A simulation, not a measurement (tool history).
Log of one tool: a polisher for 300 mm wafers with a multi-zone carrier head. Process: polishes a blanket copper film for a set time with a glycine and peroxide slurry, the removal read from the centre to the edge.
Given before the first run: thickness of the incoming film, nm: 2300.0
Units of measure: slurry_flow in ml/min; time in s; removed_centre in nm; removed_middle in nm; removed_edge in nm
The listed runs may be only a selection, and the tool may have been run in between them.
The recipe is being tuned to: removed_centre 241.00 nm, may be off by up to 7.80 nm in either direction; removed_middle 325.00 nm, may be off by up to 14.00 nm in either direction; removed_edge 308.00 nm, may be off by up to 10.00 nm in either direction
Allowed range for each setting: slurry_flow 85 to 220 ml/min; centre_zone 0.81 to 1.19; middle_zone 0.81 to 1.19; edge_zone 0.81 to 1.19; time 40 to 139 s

{"run": 1, "hour": 0.0, "slurry_flow": 140, "centre_zone": 1.0, "middle_zone": 1.0, "edge_zone": 1.0, "time": 89, "removed_centre": 324.02, "removed_middle": 327.23, "removed_edge": 331.13}
{"run": 2, "hour": 6.4, "slurry_flow": 135, "centre_zone": 0.97, "middle_zone": 1.01, "edge_zone": 1.0, "time": 89, "removed_centre": 306.54, "removed_middle": 339.17, "removed_edge": 328.74}
{"run": 3, "hour": 9.7, "slurry_flow": 135, "centre_zone": 0.97, "middle_zone": 1.01, "edge_zone": 0.91, "time": 89, "removed_centre": 304.65, "removed_middle": 332.79, "removed_edge": 315.3}
{"run": 4, "hour": 17.0, "slurry_flow": 160, "centre_zone": 0.97, "middle_zone": 1.01, "edge_zone": 0.91, "time": 89, "removed_centre": 315.98, "removed_middle": 354.4, "removed_edge": 325.88}
{"run": 5, "hour": 17.7, "slurry_flow": 150, "centre_zone": 0.94, "middle_zone": 1.01, "edge_zone": 0.91, "time": 89, "removed_centre": 309.58, "removed_middle": 334.67, "removed_edge": 323.09}
{"run": 6, "hour": 19.5, "slurry_flow": 170, "centre_zone": 0.94, "middle_zone": 1.01, "edge_zone": 0.91, "time": 89, "removed_centre": 319.51, "removed_middle": 352.12, "removed_edge": 325.71}
{"run": 7, "hour": 22.2, "slurry_flow": 155, "centre_zone": 0.92, "middle_zone": 1.03, "edge_zone": 0.93, "time": 89, "removed_centre": 294.9, "removed_middle": 346.75, "removed_edge": 325.01}
{"run": 8, "hour": 30.2, "slurry_flow": 115, "centre_zone": 0.87, "middle_zone": 1.07, "edge_zone": 0.92, "time": 89, "removed_centre": 265.9, "removed_middle": 332.5, "removed_edge": 306.78}
{"run": 9, "hour": 35.6, "slurry_flow": 110, "centre_zone": 0.86, "middle_zone": 1.07, "edge_zone": 0.93, "time": 89, "removed_centre": 257.98, "removed_middle": 338.67, "removed_edge": 308.15}
{"run": 10, "hour": 40.0, "slurry_flow": 105, "centre_zone": 0.85, "middle_zone": 1.06, "edge_zone": 0.94, "time": 89, "removed_centre": 248.02, "removed_middle": 324.91, "removed_edge": 303.44}

Of the 5 settings listed for the next run, only one would bring every result within its allowed miss of target. Which one?
{"run": "A", "hour": 44.4, "slurry_flow": 90, "centre_zone": 0.91, "middle_zone": 1.09, "edge_zone": 0.89, "time": 91, "removed_centre": "?", "removed_middle": "?", "removed_edge": "?"}
{"run": "B", "hour": 44.4, "slurry_flow": 95, "centre_zone": 0.84, "middle_zone": 1.07, "edge_zone": 0.96, "time": 91, "removed_centre": "?", "removed_middle": "?", "removed_edge": "?"}
{"run": "C", "hour": 44.4, "slurry_flow": 110, "centre_zone": 0.86, "middle_zone": 1.08, "edge_zone": 0.92, "time": 83, "removed_centre": "?", "removed_middle": "?", "removed_edge": "?"}
{"run": "D", "hour": 44.4, "slurry_flow": 90, "centre_zone": 0.88, "middle_zone": 1.1, "edge_zone": 0.92, "time": 93, "removed_centre": "?", "removed_middle": "?", "removed_edge": "?"}
{"run": "E", "hour": 44.4, "slurry_flow": 90, "centre_zone": 0.92, "middle_zone": 1.04, "edge_zone": 0.98, "time": 85, "removed_centre": "?", "removed_middle": "?", "removed_edge": "?"}

move=A removed_centre=256.99 removed_middle=328.51 removed_edge=297.79
move=B removed_centre=243.77 removed_middle=329.65 removed_edge=312.43
move=C removed_centre=239.72 removed_middle=317.31 removed_edge=288.08
move=D removed_centre=254.54 removed_middle=338.40 removed_edge=308.96
move=E removed_centre=242.43 removed_middle=294.76 removed_edge=291.15
A: its largest miss is bigger than the last run's
B: all results land within tolerance of their targets
C: brings the result that was furthest off to its target, and leaves another outside
D: its largest miss is bigger than the last run's
E: brings the result that was furthest off to its target, and leaves another outside
B meets every target.

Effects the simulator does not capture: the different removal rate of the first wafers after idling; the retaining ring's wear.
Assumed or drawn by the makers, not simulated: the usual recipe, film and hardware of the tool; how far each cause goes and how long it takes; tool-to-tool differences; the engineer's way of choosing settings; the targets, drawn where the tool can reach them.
